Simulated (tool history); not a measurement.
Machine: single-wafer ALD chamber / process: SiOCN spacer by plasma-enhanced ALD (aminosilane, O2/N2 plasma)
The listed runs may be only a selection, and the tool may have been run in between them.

run  hour  heater temperature setpoint (K)  number of ALD cycles (cycles)  mean film thickness on the monitor wafer (Å)
  1     0                           658.15                             30                                        18.684
  2   2.4                           658.15                             28                                        17.369
  3   5.2                           665.15                             28                                        17.415
  4   8.2                           665.15                             29                                        17.934
  5  16.4                           665.15                             28                                        17.378
  6    17                           665.15                             31                                        19.253

Forecast run 7:
  7  25.7                           665.15                             29                                             ?

mean film thickness on the monitor wafer (Å): 18.045
